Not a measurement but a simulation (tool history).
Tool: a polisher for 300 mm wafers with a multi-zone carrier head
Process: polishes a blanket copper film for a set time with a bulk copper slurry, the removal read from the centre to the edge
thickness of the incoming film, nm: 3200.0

run,hour,flow of slurry (ml/min),pressure of the head's centre zone,pressure of the head's middle zone,pressure of the head's edge zone,abrasive content of the slurry,polishing time (s),film removed at the wafer's centre (nm),film removed at mid-radius (nm),film removed at the wafer's edge (nm)
1,0.0,225,1.00,1.00,1.00,1.00,53,601.94,600.38,620.04
2,8.9,235,1.02,1.00,1.03,1.05,53,611.91,604.50,648.79
3,9.8,235,1.02,0.95,1.03,1.05,53,610.75,580.11,631.71
4,16.8,235,0.94,0.95,1.03,1.05,53,570.20,586.75,645.53
5,19.0,235,0.91,0.95,1.03,1.05,53,552.46,583.38,640.19
6,25.1,245,0.96,0.96,1.04,1.10,53,589.06,599.62,661.03

The next listed run, before its measurement:
7,29.0,255,1.00,0.96,1.05,1.10,53,?,?,?

Run 7 gave film removed at the wafer's centre (nm) 614.78, film removed at mid-radius (nm) 596.04, film removed at the wafer's edge (nm) 651.93.
